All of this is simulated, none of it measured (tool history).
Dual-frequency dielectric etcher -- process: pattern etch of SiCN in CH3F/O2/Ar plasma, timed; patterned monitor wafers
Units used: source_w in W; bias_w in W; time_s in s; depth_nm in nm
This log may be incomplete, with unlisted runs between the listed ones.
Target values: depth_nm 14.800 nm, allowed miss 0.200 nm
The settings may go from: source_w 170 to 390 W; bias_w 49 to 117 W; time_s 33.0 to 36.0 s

run 1 day=0.000 | source_w=280 bias_w=83 time_s=36.0 | depth_nm=12.411
run 2 day=0.200 | source_w=300 bias_w=83 time_s=36.0 | depth_nm=12.756
run 3 day=0.492 | source_w=260 bias_w=83 time_s=36.0 | depth_nm=12.134
run 4 day=0.583 | source_w=230 bias_w=83 time_s=36.0 | depth_nm=11.569
run 5 day=0.704 | source_w=190 bias_w=83 time_s=36.0 | depth_nm=10.776
run 6 day=1.075 | source_w=250 bias_w=84 time_s=36.0 | depth_nm=12.007
run 7 day=1.450 | source_w=290 bias_w=85 time_s=36.0 | depth_nm=12.724
run 8 day=1.517 | source_w=320 bias_w=86 time_s=36.0 | depth_nm=13.328
run 9 day=1.858 | source_w=340 bias_w=87 time_s=36.0 | depth_nm=13.621
run 10 day=2.162 | source_w=350 bias_w=89 time_s=36.0 | depth_nm=13.965

5 candidate next runs follow, results not yet known. Just one meets every target within its allowed miss. Identify it.
run A day=2.467 | source_w=360 bias_w=102 time_s=36.0 | depth_nm=?
run B day=2.467 | source_w=370 bias_w=95 time_s=35.5 | depth_nm=?
run C day=2.467 | source_w=350 bias_w=89 time_s=34.0 | depth_nm=?
run D day=2.467 | source_w=380 bias_w=96 time_s=35.0 | depth_nm=?
run E day=2.467 | source_w=360 bias_w=93 time_s=36.0 | depth_nm=?

move=A depth_nm=14.922
move=B depth_nm=14.431
move=C depth_nm=13.177
move=D depth_nm=14.432
move=E depth_nm=14.359
A: every result lands within tolerance
B: moves toward the targets from the last run without getting all of them in spec
C: misses by more than the last run did
D: moves toward the targets from the last run without getting all of them in spec
E: moves toward the targets from the last run without getting all of them in spec
So the answer is move A, the one that meets all the targets.

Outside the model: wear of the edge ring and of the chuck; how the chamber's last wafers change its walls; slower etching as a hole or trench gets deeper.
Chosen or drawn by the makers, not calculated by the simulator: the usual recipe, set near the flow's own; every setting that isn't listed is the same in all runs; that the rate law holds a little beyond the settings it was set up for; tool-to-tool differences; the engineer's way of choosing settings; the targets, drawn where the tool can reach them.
